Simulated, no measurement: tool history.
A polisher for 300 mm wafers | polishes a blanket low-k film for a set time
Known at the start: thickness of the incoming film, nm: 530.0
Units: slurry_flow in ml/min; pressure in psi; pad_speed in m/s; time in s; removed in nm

Run 1, hour 0: slurry_flow 180 ml/min, pressure 1.6 psi, pad_speed 1.04 m/s, slurry_solids 1, time 109 s. Result: removed 40.119 nm.
Run 2, hour 6.6: slurry_flow 180 ml/min, pressure 1.6 psi, pad_speed 1.04 m/s, slurry_solids 1, time 109 s. Result: removed 39.261 nm.
Run 3, hour 14.7: slurry_flow 180 ml/min, pressure 1.6 psi, pad_speed 0.84 m/s, slurry_solids 1, time 109 s. Result: removed 33.761 nm.
Run 4, hour 22.9: slurry_flow 180 ml/min, pressure 1.6 psi, pad_speed 0.84 m/s, slurry_solids 1.1, time 109 s. Result: removed 35.39 nm.
Run 5, hour 30.3: slurry_flow 210 ml/min, pressure 1.6 psi, pad_speed 0.84 m/s, slurry_solids 1.1, time 109 s. Result: removed 36.128 nm.
Run 6, hour 37.3: slurry_flow 210 ml/min, pressure 1.7 psi, pad_speed 0.84 m/s, slurry_solids 1.1, time 109 s. Result: removed 37.944 nm.
Run 7, hour 38.2: slurry_flow 210 ml/min, pressure 1.8 psi, pad_speed 0.84 m/s, slurry_solids 1.1, time 109 s. Result: removed 40.669 nm.

Run 8 comes next. What will it give?
Run 8, hour 41.6: slurry_flow 210 ml/min, pressure 1.9 psi, pad_speed 0.84 m/s, slurry_solids 1.1, time 109 s. Result: removed ?.

{"run 8": {"removed": 43.657}}
